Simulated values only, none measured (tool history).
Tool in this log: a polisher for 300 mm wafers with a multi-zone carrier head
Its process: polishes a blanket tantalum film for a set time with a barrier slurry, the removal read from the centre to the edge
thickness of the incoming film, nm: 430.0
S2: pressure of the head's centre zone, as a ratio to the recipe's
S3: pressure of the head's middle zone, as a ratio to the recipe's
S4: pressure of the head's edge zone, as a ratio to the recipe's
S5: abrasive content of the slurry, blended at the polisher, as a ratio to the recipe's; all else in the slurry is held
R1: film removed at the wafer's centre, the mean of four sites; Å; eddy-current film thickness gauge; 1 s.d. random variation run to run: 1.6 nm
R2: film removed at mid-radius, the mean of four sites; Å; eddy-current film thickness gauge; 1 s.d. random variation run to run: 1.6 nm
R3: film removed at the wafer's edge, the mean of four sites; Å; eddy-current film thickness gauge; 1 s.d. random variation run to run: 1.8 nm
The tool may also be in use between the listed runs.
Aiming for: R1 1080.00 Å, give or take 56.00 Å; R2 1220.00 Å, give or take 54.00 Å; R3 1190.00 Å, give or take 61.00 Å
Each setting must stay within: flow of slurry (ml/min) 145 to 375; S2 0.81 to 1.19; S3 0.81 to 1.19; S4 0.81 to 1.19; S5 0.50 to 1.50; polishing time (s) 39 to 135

run 1 hour=0.0 | flow_of_slurry_(ml/min)=240 S2=1.00 S3=1.00 S4=1.00 S5=1.00 polishing_time_(s)=87 | R1=972.54 R2=965.22 R3=944.63
run 2 hour=2.3 | flow_of_slurry_(ml/min)=240 S2=1.00 S3=1.00 S4=0.97 S5=1.00 polishing_time_(s)=87 | R1=964.00 R2=955.79 R3=939.30
run 3 hour=5.7 | flow_of_slurry_(ml/min)=240 S2=1.07 S3=1.00 S4=0.97 S5=1.00 polishing_time_(s)=87 | R1=1033.90 R2=980.54 R3=940.28
run 4 hour=11.2 | flow_of_slurry_(ml/min)=235 S2=1.02 S3=1.02 S4=1.00 S5=1.15 polishing_time_(s)=88 | R1=996.69 R2=1004.10 R3=960.43
run 5 hour=13.2 | flow_of_slurry_(ml/min)=240 S2=0.99 S3=1.03 S4=1.02 S5=1.20 polishing_time_(s)=92 | R1=1034.50 R2=1080.70 R3=1034.20
run 6 hour=16.6 | flow_of_slurry_(ml/min)=240 S2=0.99 S3=1.10 S4=1.02 S5=1.20 polishing_time_(s)=92 | R1=1010.70 R2=1160.70 R3=1025.50
run 7 hour=22.8 | flow_of_slurry_(ml/min)=245 S2=0.98 S3=1.09 S4=1.05 S5=1.25 polishing_time_(s)=93 | R1=1074.20 R2=1165.80 R3=1063.70
run 8 hour=30.7 | flow_of_slurry_(ml/min)=240 S2=0.95 S3=1.08 S4=1.07 S5=1.30 polishing_time_(s)=95 | R1=1049.10 R2=1180.40 R3=1107.40

Consider the 4 candidate settings below. Which is the only one whose results all fall within their allowed miss of target?
run A hour=38.6 | flow_of_slurry_(ml/min)=300 S2=1.07 S3=1.17 S4=1.07 S5=1.35 polishing_time_(s)=86 | R1=? R2=? R3=?
run B hour=38.6 | flow_of_slurry_(ml/min)=200 S2=0.88 S3=0.97 S4=1.17 S5=1.35 polishing_time_(s)=99 | R1=? R2=? R3=?
run C hour=38.6 | flow_of_slurry_(ml/min)=285 S2=1.04 S3=1.12 S4=1.04 S5=1.35 polishing_time_(s)=86 | R1=? R2=? R3=?
run D hour=38.6 | flow_of_slurry_(ml/min)=240 S2=0.94 S3=1.08 S4=1.13 S5=1.35 polishing_time_(s)=99 | R1=? R2=? R3=?

move=A R1=1110.50 R2=1172.50 R3=1026.70
move=B R1=1001.30 R2=1092.00 R3=1191.90
move=C R1=1074.20 R2=1123.40 R3=1008.80
move=D R1=1098.50 R2=1228.40 R3=1192.70
A: further off than the last run
B: the worst result of the last run now meets its target, but another is out of spec
C: further off than the last run
D: every result lands within tolerance
D is the move that brings every result within its allowed miss.
